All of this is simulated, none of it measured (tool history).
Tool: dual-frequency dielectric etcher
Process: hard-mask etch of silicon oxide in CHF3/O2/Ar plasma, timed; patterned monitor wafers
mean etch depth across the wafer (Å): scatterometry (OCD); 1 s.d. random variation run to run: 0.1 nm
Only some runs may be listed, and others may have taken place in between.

run	day	source power (W)	bias power (W)	etch time (s)	mean etch depth across the wafer (Å)
1	0.000	500	204	9.5	184.73
2	0.158	540	204	9.5	189.31
3	0.425	510	199	9.5	186.99
4	0.475	510	199	9.0	176.10
5	0.808	490	197	9.0	173.61
6	0.983	480	196	9.0	171.84
7	1.029	470	195	9.0	171.97

Estimate the outcome of run 8 from the log above:
8	1.338	460	193	9.0	?

Logged for run 8: mean etch depth across the wafer (Å) 169.17.
